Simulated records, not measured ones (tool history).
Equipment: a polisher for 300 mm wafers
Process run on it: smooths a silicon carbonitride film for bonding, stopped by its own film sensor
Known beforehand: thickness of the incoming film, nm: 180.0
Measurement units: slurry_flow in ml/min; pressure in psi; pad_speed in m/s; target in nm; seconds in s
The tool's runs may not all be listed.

run	hour	slurry_flow	pressure	pad_speed	slurry_solids	target	seconds
1	0	295	1.7	0.82	1	174	39.813
2	8.9	295	1.7	0.82	0.85	174	41.713
3	9.9	325	1.7	0.82	0.85	174	41.642
4	11.6	325	1.7	1	0.85	174	35.789
5	15.2	325	1.5	0.98	0.85	174	41.438
6	21.7	275	1.5	0.98	0.85	174	41.665
7	25	275	1.4	0.98	0.85	174	44.939
8	29.6	275	1.3	0.98	0.85	174	47.085
9	34.3	275	0.8	0.96	0.85	174	77.202

Run 10 comes next. What will it give?
10	37.4	275	0.9	0.96	0.85	174	?

seconds: 70.858 s
